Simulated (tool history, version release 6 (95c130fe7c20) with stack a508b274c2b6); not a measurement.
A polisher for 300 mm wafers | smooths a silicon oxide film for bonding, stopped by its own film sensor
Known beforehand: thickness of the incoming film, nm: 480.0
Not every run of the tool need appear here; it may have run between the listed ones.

run	hour	flow of slurry (ml/min)	pressure of the wafer on the pad (psi)	speed of the pad under the wafer (m/s)	abrasive content of the slurry	target thickness at which the film sensor stops the polish (nm)	time until the film sensor stopped the polish (s)
1	0.0	225	2.2	0.68	1.0	439	78.018
2	5.8	225	2.1	0.68	1.0	439	81.712
3	13.7	250	2.1	0.68	1.0	439	81.008
4	21.0	250	1.7	0.68	1.0	439	98.120
5	22.1	250	1.7	0.68	1.0	439	98.249
6	30.8	250	1.7	0.68	1.0	444	87.159
7	31.4	250	1.6	0.68	1.0	444	90.621

Run 8 comes next. What will it give?
8	39.6	240	1.2	0.68	1.0	444	?

{"run 8": {"time until the film sensor stopped the polish (s)": 121.98}}
